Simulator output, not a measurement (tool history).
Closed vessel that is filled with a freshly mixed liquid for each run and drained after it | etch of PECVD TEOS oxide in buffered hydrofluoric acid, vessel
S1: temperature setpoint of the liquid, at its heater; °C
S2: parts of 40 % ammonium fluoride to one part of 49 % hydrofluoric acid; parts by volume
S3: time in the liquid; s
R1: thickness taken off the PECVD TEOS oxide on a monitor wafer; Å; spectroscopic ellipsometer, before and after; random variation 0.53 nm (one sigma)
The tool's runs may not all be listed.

run,day,S1,S2,S3,R1
1,0,21,10.5,95,1442.4
2,0.221,20.5,10.5,95,1402.9
3,0.571,20,10.5,95,1360.8
4,0.671,20,13,95,1105.9
5,1.008,20.5,13,95,1141.5
6,1.062,21,13,95,1179

The next listed run, before its measurement:
7,1.162,21,13,95,?

R1: 1171.9 Å

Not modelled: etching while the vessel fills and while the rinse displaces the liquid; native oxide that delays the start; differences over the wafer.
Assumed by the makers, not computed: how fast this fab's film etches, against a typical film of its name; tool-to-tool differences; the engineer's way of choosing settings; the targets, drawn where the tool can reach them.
